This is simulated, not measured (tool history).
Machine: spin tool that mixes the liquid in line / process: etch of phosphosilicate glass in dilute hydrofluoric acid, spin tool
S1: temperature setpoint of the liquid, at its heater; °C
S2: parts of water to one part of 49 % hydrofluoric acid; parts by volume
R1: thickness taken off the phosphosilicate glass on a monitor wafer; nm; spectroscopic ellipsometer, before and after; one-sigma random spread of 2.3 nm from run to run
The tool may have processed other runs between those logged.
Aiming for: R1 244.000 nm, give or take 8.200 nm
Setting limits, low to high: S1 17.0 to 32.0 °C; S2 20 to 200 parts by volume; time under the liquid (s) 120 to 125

{"run": 1, "hour": 0.0, "S1": 24.0, "S2": 110, "time under the liquid (s)": 120, "R1": 94.636}
{"run": 2, "hour": 3.9, "S1": 26.0, "S2": 90, "time under the liquid (s)": 120, "R1": 128.44}
{"run": 3, "hour": 7.1, "S1": 26.0, "S2": 90, "time under the liquid (s)": 125, "R1": 136.15}
{"run": 4, "hour": 12.0, "S1": 26.0, "S2": 130, "time under the liquid (s)": 125, "R1": 87.612}
{"run": 5, "hour": 19.8, "S1": 26.0, "S2": 155, "time under the liquid (s)": 125, "R1": 72.688}
{"run": 6, "hour": 21.2, "S1": 27.5, "S2": 125, "time under the liquid (s)": 125, "R1": 100.45}
{"run": 7, "hour": 23.6, "S1": 31.5, "S2": 80, "time under the liquid (s)": 125, "R1": 193.21}
{"run": 8, "hour": 30.7, "S1": 31.5, "S2": 75, "time under the liquid (s)": 125, "R1": 207.34}
{"run": 9, "hour": 33.6, "S1": 31.5, "S2": 70, "time under the liquid (s)": 125, "R1": 222.79}
{"run": 10, "hour": 34.2, "S1": 32.0, "S2": 60, "time under the liquid (s)": 125, "R1": 269.01}
{"run": 11, "hour": 38.1, "S1": 31.5, "S2": 60, "time under the liquid (s)": 125, "R1": 262.58}
{"run": 12, "hour": 42.9, "S1": 31.0, "S2": 60, "time under the liquid (s)": 125, "R1": 257.79}
{"run": 13, "hour": 45.9, "S1": 30.5, "S2": 60, "time under the liquid (s)": 125, "R1": 256.09}

Which single option among these 4 for the next run brings every result within its allowed miss of target? Just one does.
{"run": "A", "hour": 48.9, "S1": 30.5, "S2": 55, "time under the liquid (s)": 120, "R1": "?"}
{"run": "B", "hour": 48.9, "S1": 28.5, "S2": 50, "time under the liquid (s)": 125, "R1": "?"}
{"run": "C", "hour": 48.9, "S1": 29.0, "S2": 55, "time under the liquid (s)": 125, "R1": "?"}
{"run": "D", "hour": 48.9, "S1": 32.0, "S2": 65, "time under the liquid (s)": 125, "R1": "?"}

move=A R1=266.880
move=B R1=284.830
move=C R1=262.150
move=D R1=245.350
A: the biggest miss grows against the last run
B: the biggest miss grows against the last run
C: the biggest miss grows against the last run
D: every result lands within tolerance
The move that meets every target is D.

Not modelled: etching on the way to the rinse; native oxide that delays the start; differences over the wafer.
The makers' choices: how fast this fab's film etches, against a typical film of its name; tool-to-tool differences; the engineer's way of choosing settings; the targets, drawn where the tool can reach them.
